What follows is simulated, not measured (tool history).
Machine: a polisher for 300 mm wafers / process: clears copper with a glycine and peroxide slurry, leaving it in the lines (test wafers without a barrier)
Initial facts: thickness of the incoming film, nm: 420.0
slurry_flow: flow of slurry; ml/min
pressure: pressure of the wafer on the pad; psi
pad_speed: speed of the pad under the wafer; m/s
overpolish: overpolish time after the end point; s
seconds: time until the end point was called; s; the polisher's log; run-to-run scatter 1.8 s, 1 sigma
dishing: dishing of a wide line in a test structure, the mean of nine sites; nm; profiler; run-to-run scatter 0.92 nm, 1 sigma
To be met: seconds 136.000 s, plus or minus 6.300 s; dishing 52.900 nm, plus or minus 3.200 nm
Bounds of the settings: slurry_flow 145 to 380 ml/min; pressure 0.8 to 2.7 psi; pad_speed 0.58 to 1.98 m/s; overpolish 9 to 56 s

| run | hour | slurry_flow | pressure | pad_speed | overpolish | seconds | dishing |
|---|---|---|---|---|---|---|---|
| 1 | 0.0 | 245 | 1.7 | 1.28 | 29 | 90.258 | 61.139 |
| 2 | 4.1 | 245 | 1.7 | 1.16 | 29 | 99.095 | 61.784 |
| 3 | 11.2 | 245 | 1.5 | 1.16 | 29 | 106.060 | 56.568 |
| 4 | 16.1 | 245 | 1.4 | 1.14 | 30 | 113.170 | 54.921 |
| 5 | 19.4 | 245 | 1.8 | 1.14 | 30 | 93.838 | 63.835 |
| 6 | 26.3 | 245 | 1.8 | 0.96 | 30 | 101.170 | 59.544 |
| 7 | 30.0 | 245 | 1.7 | 0.94 | 31 | 109.220 | 58.614 |
| 8 | 33.7 | 245 | 1.6 | 0.94 | 32 | 115.160 | 58.700 |
| 9 | 37.8 | 245 | 1.5 | 0.94 | 32 | 120.610 | 58.390 |
| 10 | 38.4 | 245 | 1.4 | 0.94 | 32 | 126.820 | 54.590 |

Of the 4 settings listed for the next run, only one would bring every result within its allowed miss of target. Which one?
| A | 39.0 | 235 | 1.5 | 0.94 | 27 | ? | ? |
| B | 39.0 | 265 | 1.2 | 0.98 | 33 | ? | ? |
| C | 39.0 | 275 | 1.2 | 0.96 | 39 | ? | ? |
| D | 39.0 | 290 | 1.8 | 0.80 | 27 | ? | ? |

| move | seconds | dishing |
|---|---|---|
| A | 120.440 | 50.942 |
| B | 136.060 | 52.427 |
| C | 136.850 | 57.513 |
| D | 111.480 | 54.603 |
A: misses by more than the last run did
B: in spec on every target
C: meets the target for the result that was furthest off, but another lies outside its allowed miss
D: misses by more than the last run did
B meets every target.
